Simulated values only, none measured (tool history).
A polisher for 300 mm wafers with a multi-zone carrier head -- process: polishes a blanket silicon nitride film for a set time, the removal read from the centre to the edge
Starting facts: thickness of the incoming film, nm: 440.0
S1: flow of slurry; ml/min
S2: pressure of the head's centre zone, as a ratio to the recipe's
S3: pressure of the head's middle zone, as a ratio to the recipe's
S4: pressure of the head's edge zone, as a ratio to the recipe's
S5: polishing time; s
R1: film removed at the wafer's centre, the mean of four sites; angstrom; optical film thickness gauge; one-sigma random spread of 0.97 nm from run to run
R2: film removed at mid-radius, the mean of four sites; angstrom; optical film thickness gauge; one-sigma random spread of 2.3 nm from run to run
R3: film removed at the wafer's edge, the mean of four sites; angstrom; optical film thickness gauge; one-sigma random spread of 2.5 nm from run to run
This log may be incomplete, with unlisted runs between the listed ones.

{"run": 1, "day": 0.0, "S1": 265, "S2": 1.0, "S3": 1.0, "S4": 1.0, "S5": 73, "R1": 1549.0, "R2": 1561.9, "R3": 1607.0}
{"run": 2, "day": 0.104, "S1": 270, "S2": 0.97, "S3": 1.02, "S4": 1.05, "S5": 76, "R1": 1559.5, "R2": 1633.5, "R3": 1712.4}
{"run": 3, "day": 0.371, "S1": 270, "S2": 0.97, "S3": 1.02, "S4": 1.05, "S5": 94, "R1": 1941.6, "R2": 2081.1, "R3": 2112.8}
{"run": 4, "day": 0.562, "S1": 270, "S2": 0.97, "S3": 1.02, "S4": 0.97, "S5": 94, "R1": 1971.2, "R2": 2059.7, "R3": 2027.8}
{"run": 5, "day": 0.704, "S1": 330, "S2": 0.97, "S3": 1.02, "S4": 0.97, "S5": 94, "R1": 1985.5, "R2": 2125.9, "R3": 2026.8}
{"run": 6, "day": 1.029, "S1": 325, "S2": 0.93, "S3": 1.01, "S4": 0.99, "S5": 93, "R1": 1876.6, "R2": 2015.2, "R3": 2054.4}
{"run": 7, "day": 1.254, "S1": 250, "S2": 0.83, "S3": 1.07, "S4": 0.99, "S5": 93, "R1": 1623.8, "R2": 2071.2, "R3": 1966.2}

Run 8 is up next; what results do you expect?
{"run": 8, "day": 1.575, "S1": 245, "S2": 0.83, "S3": 1.05, "S4": 1.01, "S5": 93, "R1": "?", "R2": "?", "R3": "?"}

R1: 1630.0 angstrom
R2: 2045.2 angstrom
R3: 2027.3 angstrom
